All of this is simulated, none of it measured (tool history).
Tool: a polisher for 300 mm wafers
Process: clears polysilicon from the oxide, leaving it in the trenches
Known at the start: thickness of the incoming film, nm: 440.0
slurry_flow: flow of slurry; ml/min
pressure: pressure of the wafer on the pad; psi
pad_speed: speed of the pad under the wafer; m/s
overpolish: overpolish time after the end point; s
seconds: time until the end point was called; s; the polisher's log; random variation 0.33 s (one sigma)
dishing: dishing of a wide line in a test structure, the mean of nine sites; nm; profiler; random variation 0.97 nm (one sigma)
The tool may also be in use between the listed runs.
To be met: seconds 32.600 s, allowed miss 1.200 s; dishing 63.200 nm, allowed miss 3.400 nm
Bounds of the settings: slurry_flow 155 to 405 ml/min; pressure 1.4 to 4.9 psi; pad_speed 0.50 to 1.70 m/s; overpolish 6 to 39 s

| run | hour | slurry_flow | pressure | pad_speed | overpolish | seconds | dishing |
|---|---|---|---|---|---|---|---|
| 1 | 0.0 | 260 | 3.1 | 1.10 | 20 | 22.953 | 70.981 |
| 2 | 6.3 | 260 | 3.1 | 0.88 | 20 | 26.594 | 71.117 |
| 3 | 9.4 | 255 | 2.9 | 0.90 | 17 | 28.185 | 71.720 |
| 4 | 12.9 | 255 | 3.4 | 0.90 | 17 | 24.748 | 70.279 |
| 5 | 14.9 | 255 | 3.4 | 0.84 | 15 | 24.958 | 67.637 |
| 6 | 21.6 | 255 | 3.8 | 0.84 | 15 | 22.709 | 68.985 |
| 7 | 28.3 | 265 | 3.6 | 0.80 | 13 | 24.265 | 68.272 |
| 8 | 35.3 | 255 | 3.5 | 0.76 | 11 | 26.206 | 65.993 |
| 9 | 44.2 | 250 | 3.4 | 0.76 | 10 | 26.589 | 62.435 |
| 10 | 48.8 | 245 | 3.3 | 0.76 | 11 | 27.665 | 64.091 |
| 11 | 52.3 | 240 | 3.2 | 0.76 | 11 | 28.710 | 65.186 |
| 12 | 58.0 | 235 | 3.1 | 0.76 | 10 | 29.466 | 63.043 |
| 13 | 64.8 | 230 | 3.0 | 0.76 | 10 | 30.281 | 59.552 |
| 14 | 67.6 | 300 | 2.8 | 0.70 | 18 | 33.093 | 67.366 |
| 15 | 74.9 | 300 | 2.8 | 0.70 | 17 | 33.475 | 68.624 |

Which of these 5 next moves meets every target?
| A | 82.2 | 240 | 3.3 | 0.64 | 12 | ? | ? |
| B | 82.2 | 155 | 3.0 | 0.86 | 11 | ? | ? |
| C | 82.2 | 325 | 3.3 | 0.54 | 13 | ? | ? |
| D | 82.2 | 275 | 3.2 | 0.70 | 11 | ? | ? |
| E | 82.2 | 270 | 3.2 | 0.64 | 12 | ? | ? |

| move | seconds | dishing |
|---|---|---|
| A | 30.204 | 64.873 |
| B | 28.844 | 64.180 |
| C | 32.253 | 65.108 |
| D | 29.407 | 63.840 |
| E | 30.865 | 64.511 |
A: brings the result that was furthest off to its target, and leaves another outside
B: brings the result that was furthest off to its target, and leaves another outside
C: meets every target
D: brings the result that was furthest off to its target, and leaves another outside
E: brings the result that was furthest off to its target, and leaves another outside
Answer: C
